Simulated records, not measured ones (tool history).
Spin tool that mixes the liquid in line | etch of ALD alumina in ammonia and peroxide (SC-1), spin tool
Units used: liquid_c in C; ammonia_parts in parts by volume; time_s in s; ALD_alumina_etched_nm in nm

{"run": 1, "day": 0.0, "liquid_c": 47.0, "ammonia_parts": 0.8, "time_s": 215, "ALD_alumina_etched_nm": 8.939}
{"run": 2, "day": 0.029, "liquid_c": 48.0, "ammonia_parts": 0.8, "time_s": 215, "ALD_alumina_etched_nm": 9.6355}
{"run": 3, "day": 0.112, "liquid_c": 48.5, "ammonia_parts": 0.8, "time_s": 215, "ALD_alumina_etched_nm": 9.7296}
{"run": 4, "day": 0.333, "liquid_c": 49.0, "ammonia_parts": 0.8, "time_s": 215, "ALD_alumina_etched_nm": 10.137}
{"run": 5, "day": 0.554, "liquid_c": 49.0, "ammonia_parts": 0.8, "time_s": 230, "ALD_alumina_etched_nm": 10.903}
{"run": 6, "day": 0.862, "liquid_c": 49.0, "ammonia_parts": 0.8, "time_s": 215, "ALD_alumina_etched_nm": 10.193}
{"run": 7, "day": 0.946, "liquid_c": 49.5, "ammonia_parts": 0.8, "time_s": 215, "ALD_alumina_etched_nm": 10.456}
{"run": 8, "day": 1.3, "liquid_c": 50.0, "ammonia_parts": 0.8, "time_s": 215, "ALD_alumina_etched_nm": 10.701}
{"run": 9, "day": 1.417, "liquid_c": 50.5, "ammonia_parts": 0.8, "time_s": 215, "ALD_alumina_etched_nm": 10.951}
{"run": 10, "day": 1.696, "liquid_c": 51.0, "ammonia_parts": 0.8, "time_s": 215, "ALD_alumina_etched_nm": 11.297}
{"run": 11, "day": 1.908, "liquid_c": 51.5, "ammonia_parts": 0.8, "time_s": 215, "ALD_alumina_etched_nm": 11.603}
{"run": 12, "day": 2.004, "liquid_c": 52.0, "ammonia_parts": 0.8, "time_s": 215, "ALD_alumina_etched_nm": 11.857}
{"run": 13, "day": 2.033, "liquid_c": 52.0, "ammonia_parts": 0.8, "time_s": 215, "ALD_alumina_etched_nm": 12.207}
{"run": 14, "day": 2.3, "liquid_c": 52.5, "ammonia_parts": 0.8, "time_s": 215, "ALD_alumina_etched_nm": 12.341}
{"run": 15, "day": 2.496, "liquid_c": 52.5, "ammonia_parts": 0.8, "time_s": 215, "ALD_alumina_etched_nm": 12.243}
{"run": 16, "day": 2.788, "liquid_c": 53.0, "ammonia_parts": 0.8, "time_s": 215, "ALD_alumina_etched_nm": 12.595}

For run 17, what comes out?
{"run": 17, "day": 2.996, "liquid_c": 54.5, "ammonia_parts": 0.8, "time_s": 215, "ALD_alumina_etched_nm": "?"}

ALD_alumina_etched_nm: 14.0010 nm
